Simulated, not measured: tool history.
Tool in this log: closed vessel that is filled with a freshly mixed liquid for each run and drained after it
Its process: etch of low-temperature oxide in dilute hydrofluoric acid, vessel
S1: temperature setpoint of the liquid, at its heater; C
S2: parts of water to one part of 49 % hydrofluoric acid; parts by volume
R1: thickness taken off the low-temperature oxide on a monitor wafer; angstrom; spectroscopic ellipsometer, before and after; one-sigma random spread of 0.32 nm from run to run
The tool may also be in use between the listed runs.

Run 1, day 0: S1 24 C, S2 100 parts by volume, time in the liquid (s) 100. Result: R1 209.61 angstrom.
Run 2, day 0.179: S1 25.5 C, S2 100 parts by volume, time in the liquid (s) 100. Result: R1 222.94 angstrom.
Run 3, day 0.379: S1 27 C, S2 95 parts by volume, time in the liquid (s) 100. Result: R1 248.16 angstrom.
Run 4, day 0.467: S1 28.5 C, S2 90 parts by volume, time in the liquid (s) 100. Result: R1 286.41 angstrom.
Run 5, day 0.796: S1 28.5 C, S2 55 parts by volume, time in the liquid (s) 100. Result: R1 481.75 angstrom.
Run 6, day 1.108: S1 28.5 C, S2 30 parts by volume, time in the liquid (s) 100. Result: R1 908.86 angstrom.
Run 7, day 1.346: S1 27 C, S2 45 parts by volume, time in the liquid (s) 100. Result: R1 559.48 angstrom.
Run 8, day 1.425: S1 24 C, S2 45 parts by volume, time in the liquid (s) 100. Result: R1 499.37 angstrom.
Run 9, day 1.708: S1 24 C, S2 45 parts by volume, time in the liquid (s) 100. Result: R1 501.15 angstrom.
Run 10, day 1.921: S1 22 C, S2 45 parts by volume, time in the liquid (s) 100. Result: R1 455.78 angstrom.

The next listed run, before its measurement:
At day 1.992: hydrofluoric acid flow meter replaced.
Run 11, day 1.992: S1 20.5 C, S2 45 parts by volume, time in the liquid (s) 100. Result: R1 ?.

R1: 389.64 angstrom
